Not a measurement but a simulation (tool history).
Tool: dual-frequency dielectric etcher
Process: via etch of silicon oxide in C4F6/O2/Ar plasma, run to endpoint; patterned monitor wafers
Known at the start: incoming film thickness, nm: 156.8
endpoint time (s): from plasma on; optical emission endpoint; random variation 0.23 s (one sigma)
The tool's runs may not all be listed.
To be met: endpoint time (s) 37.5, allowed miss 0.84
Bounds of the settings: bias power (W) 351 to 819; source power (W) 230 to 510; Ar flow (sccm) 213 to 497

Run 1, hour 0: bias power (W) 585, source power (W) 370, Ar flow (sccm) 355. Result: endpoint time (s) 32.334.
Run 2, hour 8.6: bias power (W) 544, source power (W) 370, Ar flow (sccm) 355. Result: endpoint time (s) 33.571.
Run 3, hour 13.5: bias power (W) 512, source power (W) 370, Ar flow (sccm) 356. Result: endpoint time (s) 34.419.
Run 4, hour 19.8: bias power (W) 512, source power (W) 400, Ar flow (sccm) 356. Result: endpoint time (s) 33.64.
Run 5, hour 24.3: bias power (W) 512, source power (W) 350, Ar flow (sccm) 356. Result: endpoint time (s) 35.404.
Run 6, hour 31.9: bias power (W) 497, source power (W) 350, Ar flow (sccm) 356. Result: endpoint time (s) 35.728.
At hour 36.6: Ar flow controller replaced.
Run 7, hour 36.6: bias power (W) 484, source power (W) 350, Ar flow (sccm) 356. Result: endpoint time (s) 36.408.
Run 8, hour 43.3: bias power (W) 477, source power (W) 350, Ar flow (sccm) 356. Result: endpoint time (s) 36.751.

Which of these 4 next moves meets every target?
Run A, hour 50: bias power (W) 486, source power (W) 360, Ar flow (sccm) 372. Result: endpoint time (s) ?.
Run B, hour 50: bias power (W) 426, source power (W) 390, Ar flow (sccm) 307. Result: endpoint time (s) ?.
Run C, hour 50: bias power (W) 426, source power (W) 360, Ar flow (sccm) 343. Result: endpoint time (s) ?.
Run D, hour 50: bias power (W) 533, source power (W) 340, Ar flow (sccm) 397. Result: endpoint time (s) ?.

move  endpoint time (s)
   A             35.972
   B             35.668
   C             37.615
   D             35.865
A: further off than the last run
B: further off than the last run
C: meets every target
D: further off than the last run
Move C is the one to make.

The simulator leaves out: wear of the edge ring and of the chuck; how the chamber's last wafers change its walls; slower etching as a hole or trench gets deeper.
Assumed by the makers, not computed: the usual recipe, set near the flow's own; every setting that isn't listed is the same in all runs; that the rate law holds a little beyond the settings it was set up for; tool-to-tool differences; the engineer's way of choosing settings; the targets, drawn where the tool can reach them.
